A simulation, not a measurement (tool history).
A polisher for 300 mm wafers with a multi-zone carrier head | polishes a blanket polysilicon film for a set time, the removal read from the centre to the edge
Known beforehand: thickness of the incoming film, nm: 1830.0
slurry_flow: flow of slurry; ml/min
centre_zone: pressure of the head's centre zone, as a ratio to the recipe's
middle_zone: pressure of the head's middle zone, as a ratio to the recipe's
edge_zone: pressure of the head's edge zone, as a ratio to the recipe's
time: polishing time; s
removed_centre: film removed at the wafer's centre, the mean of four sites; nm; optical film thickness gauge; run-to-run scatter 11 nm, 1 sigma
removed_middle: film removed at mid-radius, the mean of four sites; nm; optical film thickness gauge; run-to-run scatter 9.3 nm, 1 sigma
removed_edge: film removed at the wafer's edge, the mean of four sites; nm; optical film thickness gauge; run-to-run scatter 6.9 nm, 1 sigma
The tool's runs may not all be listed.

run	day	slurry_flow	centre_zone	middle_zone	edge_zone	time	removed_centre	removed_middle	removed_edge
1	0.000	225	1.00	1.00	1.00	62	586.87	598.41	589.69
2	0.125	225	1.00	1.00	0.92	62	591.80	592.14	570.57
3	0.425	225	1.00	1.00	0.96	62	596.11	596.05	576.42
4	0.600	240	1.04	1.03	0.99	68	682.38	685.15	650.50
5	0.658	240	1.04	1.03	0.99	62	627.37	613.72	590.83
6	0.717	240	1.04	0.98	0.99	62	624.87	598.91	585.05

Estimate the outcome of run 7 from the log above:
7	1.067	255	1.07	1.01	1.02	68	?	?	?

Run 7 gave removed_centre 729.03 nm, removed_middle 671.05 nm, removed_edge 662.96 nm.

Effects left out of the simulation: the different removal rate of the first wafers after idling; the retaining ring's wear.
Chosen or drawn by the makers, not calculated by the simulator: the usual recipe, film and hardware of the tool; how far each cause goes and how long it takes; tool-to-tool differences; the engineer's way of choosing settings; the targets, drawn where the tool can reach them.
